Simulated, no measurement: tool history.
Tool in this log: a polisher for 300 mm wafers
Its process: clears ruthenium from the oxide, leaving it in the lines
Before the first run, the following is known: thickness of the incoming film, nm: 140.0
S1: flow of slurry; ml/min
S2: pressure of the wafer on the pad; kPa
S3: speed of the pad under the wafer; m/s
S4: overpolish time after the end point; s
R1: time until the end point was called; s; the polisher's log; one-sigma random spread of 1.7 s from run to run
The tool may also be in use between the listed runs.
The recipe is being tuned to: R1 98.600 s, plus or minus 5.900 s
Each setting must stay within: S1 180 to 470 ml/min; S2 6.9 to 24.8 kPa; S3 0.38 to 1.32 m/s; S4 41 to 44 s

{"run": 1, "hour": 0.0, "S1": 300, "S2": 15.9, "S3": 0.84, "S4": 41, "R1": 126.95}
{"run": 2, "hour": 6.5, "S1": 300, "S2": 15.9, "S3": 0.72, "S4": 41, "R1": 142.49}
{"run": 3, "hour": 7.3, "S1": 300, "S2": 15.9, "S3": 0.72, "S4": 41, "R1": 151.86}
{"run": 4, "hour": 10.7, "S1": 300, "S2": 15.9, "S3": 0.72, "S4": 44, "R1": 145.7}
{"run": 5, "hour": 12.5, "S1": 300, "S2": 17.2, "S3": 0.74, "S4": 44, "R1": 133.79}
{"run": 6, "hour": 19.2, "S1": 300, "S2": 18.6, "S3": 0.76, "S4": 44, "R1": 118.5}
{"run": 7, "hour": 22.6, "S1": 300, "S2": 19.3, "S3": 0.76, "S4": 44, "R1": 114.05}
{"run": 8, "hour": 25.9, "S1": 300, "S2": 20.0, "S3": 0.76, "S4": 44, "R1": 110.58}
{"run": 9, "hour": 27.0, "S1": 300, "S2": 20.7, "S3": 0.76, "S4": 44, "R1": 107.54}

Pick the move, out of 4, that brings all results within their allowed miss; only one does.
{"run": "A", "hour": 28.1, "S1": 360, "S2": 23.4, "S3": 0.8, "S4": 44, "R1": "?"}
{"run": "B", "hour": 28.1, "S1": 420, "S2": 16.5, "S3": 0.84, "S4": 44, "R1": "?"}
{"run": "C", "hour": 28.1, "S1": 305, "S2": 20.0, "S3": 0.74, "S4": 44, "R1": "?"}
{"run": "D", "hour": 28.1, "S1": 385, "S2": 19.3, "S3": 0.88, "S4": 44, "R1": "?"}

move=A R1=89.454
move=B R1=118.250
move=C R1=114.610
move=D R1=97.998
A: the result that was furthest off in the last run now lies on the other side of its target
B: lands further from the targets than the last run did
C: lands further from the targets than the last run did
D: all results land within tolerance of their targets
Go with D: it meets all targets.
